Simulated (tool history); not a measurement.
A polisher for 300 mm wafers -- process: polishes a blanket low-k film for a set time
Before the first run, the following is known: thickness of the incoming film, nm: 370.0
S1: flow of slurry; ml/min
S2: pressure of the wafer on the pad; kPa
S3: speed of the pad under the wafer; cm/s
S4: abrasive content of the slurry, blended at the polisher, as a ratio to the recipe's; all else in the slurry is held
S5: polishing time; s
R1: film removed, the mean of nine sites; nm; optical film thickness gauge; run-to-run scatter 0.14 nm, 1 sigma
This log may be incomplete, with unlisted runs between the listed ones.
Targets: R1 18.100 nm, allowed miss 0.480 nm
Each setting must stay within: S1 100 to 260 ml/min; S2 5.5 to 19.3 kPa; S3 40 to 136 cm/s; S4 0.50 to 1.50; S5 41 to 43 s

run  hour   S1    S2  S3    S4  S5      R1
  1   0.0  165  12.4  88  1.00  41  13.342
  2   2.4  165  12.4  88  0.85  41  11.935
  3   3.7  165  12.4  88  1.00  41  13.172
  4   6.5  175  13.8  88  1.00  41  14.677
  5  11.7  175  11.0  88  1.00  41  11.947
  6  13.4  180  12.4  88  1.00  41  13.221
  7  19.5  180  13.8  88  1.00  41  14.804
  8  23.1  185  14.5  88  1.00  41  15.691
  9  26.3  190  15.2  88  1.00  41  16.427
 10  31.3  190  15.9  88  1.00  41  17.463
 11  32.9  195  15.9  88  1.00  41  17.033

Exactly one of the 4 candidate moves below puts every result within its allowed miss. Which one?
  A  34.5  200  14.5  78  1.10  43   ?
  B  34.5  190  16.5  80  0.85  43   ?
  C  34.5  190  17.9  76  0.85  41   ?
  D  34.5  245  15.9  92  1.00  41   ?

move      R1
   A  16.411
   B  16.040
   C  15.994
   D  18.524
A: lands further from the targets than the last run did
B: lands further from the targets than the last run did
C: lands further from the targets than the last run did
D: each result inside its tolerance
Answer: D

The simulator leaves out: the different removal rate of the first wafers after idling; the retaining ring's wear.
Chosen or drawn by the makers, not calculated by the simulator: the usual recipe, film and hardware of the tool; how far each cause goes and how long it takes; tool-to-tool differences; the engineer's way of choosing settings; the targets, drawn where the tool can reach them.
